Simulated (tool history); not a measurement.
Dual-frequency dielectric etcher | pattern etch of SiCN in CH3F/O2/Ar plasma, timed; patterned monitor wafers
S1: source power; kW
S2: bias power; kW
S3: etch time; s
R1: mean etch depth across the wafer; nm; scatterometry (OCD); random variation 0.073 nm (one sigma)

run	day	S1	S2	S3	R1
1	0	0.3	0.088	27.5	10.024
2	0.333	0.3	0.088	27.5	10.036
3	0.512	0.35	0.088	27.5	10.598
4	0.562	0.35	0.073	27.5	9.8556
5	0.775	0.36	0.076	27.5	10.01
6	1.067	0.4	0.076	27.5	10.3

The next listed run, before its measurement:
7	1.125	0.41	0.08	27.5	?

R1: 10.698 nm
